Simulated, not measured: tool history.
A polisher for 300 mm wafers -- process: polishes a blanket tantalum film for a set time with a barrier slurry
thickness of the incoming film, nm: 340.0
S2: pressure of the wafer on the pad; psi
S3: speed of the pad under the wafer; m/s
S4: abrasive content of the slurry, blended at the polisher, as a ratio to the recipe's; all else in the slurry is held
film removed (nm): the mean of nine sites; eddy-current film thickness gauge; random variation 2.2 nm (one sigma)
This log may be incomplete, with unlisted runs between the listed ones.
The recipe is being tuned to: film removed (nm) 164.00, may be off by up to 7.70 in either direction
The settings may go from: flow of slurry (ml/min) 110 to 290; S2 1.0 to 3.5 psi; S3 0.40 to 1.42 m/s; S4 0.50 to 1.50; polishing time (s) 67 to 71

run 1 day=0.000 | flow_of_slurry_(ml/min)=185 S2=2.2 S3=0.90 S4=1.00 polishing_time_(s)=67 | film_removed_(nm)=104.43
run 2 day=0.258 | flow_of_slurry_(ml/min)=225 S2=2.2 S3=0.90 S4=1.00 polishing_time_(s)=67 | film_removed_(nm)=107.11
run 3 day=0.408 | flow_of_slurry_(ml/min)=225 S2=2.5 S3=0.90 S4=1.00 polishing_time_(s)=67 | film_removed_(nm)=118.18
run 4 day=0.479 | flow_of_slurry_(ml/min)=260 S2=2.5 S3=0.90 S4=1.00 polishing_time_(s)=67 | film_removed_(nm)=120.65
run 5 day=0.629 | flow_of_slurry_(ml/min)=260 S2=2.5 S3=0.90 S4=1.15 polishing_time_(s)=67 | film_removed_(nm)=125.87
run 6 day=0.667 | flow_of_slurry_(ml/min)=260 S2=2.5 S3=0.90 S4=1.15 polishing_time_(s)=71 | film_removed_(nm)=132.11
run 7 day=0.883 | flow_of_slurry_(ml/min)=260 S2=2.7 S3=0.90 S4=1.15 polishing_time_(s)=71 | film_removed_(nm)=142.13
run 8 day=1.162 | flow_of_slurry_(ml/min)=260 S2=2.8 S3=0.90 S4=1.15 polishing_time_(s)=71 | film_removed_(nm)=152.27
run 9 day=1.467 | flow_of_slurry_(ml/min)=260 S2=2.9 S3=0.90 S4=1.15 polishing_time_(s)=71 | film_removed_(nm)=157.21

Which single option among these 5 for the next run brings every result within its allowed miss of target? Just one does.
run A day=1.771 | flow_of_slurry_(ml/min)=290 S2=2.8 S3=0.88 S4=1.25 polishing_time_(s)=67 | film_removed_(nm)=?
run B day=1.771 | flow_of_slurry_(ml/min)=290 S2=2.8 S3=0.88 S4=1.10 polishing_time_(s)=70 | film_removed_(nm)=?
run C day=1.771 | flow_of_slurry_(ml/min)=250 S2=2.6 S3=0.92 S4=1.00 polishing_time_(s)=71 | film_removed_(nm)=?
run D day=1.771 | flow_of_slurry_(ml/min)=275 S2=2.8 S3=0.88 S4=1.25 polishing_time_(s)=69 | film_removed_(nm)=?
run E day=1.771 | flow_of_slurry_(ml/min)=270 S2=3.4 S3=0.82 S4=1.40 polishing_time_(s)=68 | film_removed_(nm)=?

move=A film_removed_(nm)=140.68
move=B film_removed_(nm)=143.06
move=C film_removed_(nm)=135.90
move=D film_removed_(nm)=144.13
move=E film_removed_(nm)=163.79
A: its largest miss is bigger than the last run's
B: its largest miss is bigger than the last run's
C: its largest miss is bigger than the last run's
D: its largest miss is bigger than the last run's
E: every result within its allowed miss
E is the move that brings every result within its allowed miss.
